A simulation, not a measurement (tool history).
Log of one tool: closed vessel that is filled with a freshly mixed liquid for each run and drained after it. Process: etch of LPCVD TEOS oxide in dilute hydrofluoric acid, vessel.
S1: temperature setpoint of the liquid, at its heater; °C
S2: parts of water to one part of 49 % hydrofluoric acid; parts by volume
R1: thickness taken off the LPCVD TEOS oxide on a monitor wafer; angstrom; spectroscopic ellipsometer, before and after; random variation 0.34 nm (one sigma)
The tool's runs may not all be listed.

run 1 day=0 | S1=25 S2=195 time_in_the_liquid_(s)=690 | R1=737.51
run 2 day=0.329 | S1=24 S2=200 time_in_the_liquid_(s)=690 | R1=692.58
run 3 day=0.367 | S1=23 S2=205 time_in_the_liquid_(s)=690 | R1=635.2
run 4 day=0.658 | S1=22 S2=210 time_in_the_liquid_(s)=690 | R1=601.98
run 5 day=1.042 | S1=22 S2=210 time_in_the_liquid_(s)=690 | R1=607.13
run 6 day=1.258 | S1=21.5 S2=215 time_in_the_liquid_(s)=690 | R1=577.53
run 7 day=1.521 | S1=21 S2=220 time_in_the_liquid_(s)=690 | R1=548.92
run 8 day=1.812 | S1=21 S2=220 time_in_the_liquid_(s)=690 | R1=548.28
run 9 day=2.146 | S1=21 S2=220 time_in_the_liquid_(s)=690 | R1=551.99
run 10 day=2.521 | S1=20.5 S2=225 time_in_the_liquid_(s)=690 | R1=523.86
run 11 day=2.658 | S1=20.5 S2=225 time_in_the_liquid_(s)=690 | R1=526.88
run 12 day=2.775 | S1=20 S2=230 time_in_the_liquid_(s)=690 | R1=505.87
run 13 day=3.054 | S1=20 S2=230 time_in_the_liquid_(s)=690 | R1=500.29
run 14 day=3.212 | S1=19.5 S2=235 time_in_the_liquid_(s)=690 | R1=469.19
run 15 day=3.354 | S1=19 S2=235 time_in_the_liquid_(s)=690 | R1=462.27

The next listed run, before its measurement:
run 16 day=3.412 | S1=18 S2=240 time_in_the_liquid_(s)=690 | R1=?

{"run 16": {"R1": 432.46}}
